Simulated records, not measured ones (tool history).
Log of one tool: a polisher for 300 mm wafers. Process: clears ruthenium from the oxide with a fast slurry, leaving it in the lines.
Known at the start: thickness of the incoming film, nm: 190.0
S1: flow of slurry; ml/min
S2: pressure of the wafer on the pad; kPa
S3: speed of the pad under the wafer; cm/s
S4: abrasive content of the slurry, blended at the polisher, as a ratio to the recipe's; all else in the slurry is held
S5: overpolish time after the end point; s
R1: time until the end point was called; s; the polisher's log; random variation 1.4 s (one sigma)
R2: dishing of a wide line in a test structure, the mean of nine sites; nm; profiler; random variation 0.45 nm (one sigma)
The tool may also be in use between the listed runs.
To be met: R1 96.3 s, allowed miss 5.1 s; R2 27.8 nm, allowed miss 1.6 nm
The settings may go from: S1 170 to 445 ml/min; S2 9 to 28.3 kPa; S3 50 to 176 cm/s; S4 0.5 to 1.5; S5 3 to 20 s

run,hour,S1,S2,S3,S4,S5,R1,R2
1,0,285,18.6,112,1,10,52.344,31.719
2,1.2,285,15.9,110,1,11,61.774,30.024
3,6.3,285,13.8,108,1,12,70.144,28.788
4,14.9,285,12.4,106,1,13,79.961,27.189
5,23,285,16.5,106,1,13,62.676,34.95
6,30,285,16.5,88,1,13,73.66,29.937
7,31.1,285,15.2,88,1,14,76.783,29.11
8,39,285,13.8,88,1,15,86.03,29.37
9,44.6,285,13.1,88,1,15,87.981,29.025
10,52.4,285,11,88,1,15,101.42,24.405

Which of these 5 next moves meets every target?
A,60.2,410,12.4,84,0.95,16,?,?
B,60.2,355,17.9,52,1.3,13,?,?
C,60.2,330,9.7,102,1.05,13,?,?
D,60.2,260,15.9,78,0.95,16,?,?
E,60.2,230,11.7,92,0.8,19,?,?

move,R1,R2
A,96.295,27.66
B,91.477,23.897
C,95.606,22.924
D,85.815,30.777
E,106.7,29.497
A: meets every target
B: further off than the last run
C: further off than the last run
D: takes the result that was furthest off past its target
E: takes the result that was furthest off past its target
The right move is A.
